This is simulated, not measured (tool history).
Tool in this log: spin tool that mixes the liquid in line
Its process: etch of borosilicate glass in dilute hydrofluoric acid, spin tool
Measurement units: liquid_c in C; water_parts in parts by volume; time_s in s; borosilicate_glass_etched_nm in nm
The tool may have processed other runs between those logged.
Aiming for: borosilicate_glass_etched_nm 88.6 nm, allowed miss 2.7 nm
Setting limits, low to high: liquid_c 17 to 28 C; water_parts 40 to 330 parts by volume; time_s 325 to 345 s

{"run": 1, "day": 0.0, "liquid_c": 20, "water_parts": 185, "time_s": 325, "borosilicate_glass_etched_nm": 46.912}
{"run": 2, "day": 0.096, "liquid_c": 22, "water_parts": 170, "time_s": 325, "borosilicate_glass_etched_nm": 55.914}
{"run": 3, "day": 0.258, "liquid_c": 22, "water_parts": 170, "time_s": 325, "borosilicate_glass_etched_nm": 56.123}
{"run": 4, "day": 0.396, "liquid_c": 22, "water_parts": 170, "time_s": 325, "borosilicate_glass_etched_nm": 55.864}
{"run": 5, "day": 0.438, "liquid_c": 22, "water_parts": 170, "time_s": 325, "borosilicate_glass_etched_nm": 56.211}
{"run": 6, "day": 0.762, "liquid_c": 23.5, "water_parts": 160, "time_s": 325, "borosilicate_glass_etched_nm": 64.086}
{"run": 7, "day": 0.892, "liquid_c": 24.5, "water_parts": 155, "time_s": 325, "borosilicate_glass_etched_nm": 68.319}
{"run": 8, "day": 1.058, "liquid_c": 25.5, "water_parts": 150, "time_s": 325, "borosilicate_glass_etched_nm": 74.496}
{"run": 9, "day": 1.133, "liquid_c": 25.5, "water_parts": 150, "time_s": 325, "borosilicate_glass_etched_nm": 74.509}
{"run": 10, "day": 1.371, "liquid_c": 26, "water_parts": 145, "time_s": 325, "borosilicate_glass_etched_nm": 78.764}
{"run": 11, "day": 1.621, "liquid_c": 26.5, "water_parts": 145, "time_s": 325, "borosilicate_glass_etched_nm": 80.414}
{"run": 12, "day": 1.692, "liquid_c": 28, "water_parts": 135, "time_s": 325, "borosilicate_glass_etched_nm": 92.373}

Which of these 4 next moves meets every target?
{"run": "A", "day": 1.762, "liquid_c": 23.5, "water_parts": 120, "time_s": 325, "borosilicate_glass_etched_nm": "?"}
{"run": "B", "day": 1.762, "liquid_c": 28, "water_parts": 135, "time_s": 345, "borosilicate_glass_etched_nm": "?"}
{"run": "C", "day": 1.762, "liquid_c": 27.5, "water_parts": 125, "time_s": 325, "borosilicate_glass_etched_nm": "?"}
{"run": "D", "day": 1.762, "liquid_c": 27.5, "water_parts": 130, "time_s": 325, "borosilicate_glass_etched_nm": "?"}

move=A borosilicate_glass_etched_nm=88.844
move=B borosilicate_glass_etched_nm=97.731
move=C borosilicate_glass_etched_nm=98.848
move=D borosilicate_glass_etched_nm=94.441
A: every result lands within tolerance
B: moves away from the targets compared with the last run
C: moves away from the targets compared with the last run
D: moves away from the targets compared with the last run
The right move is A.
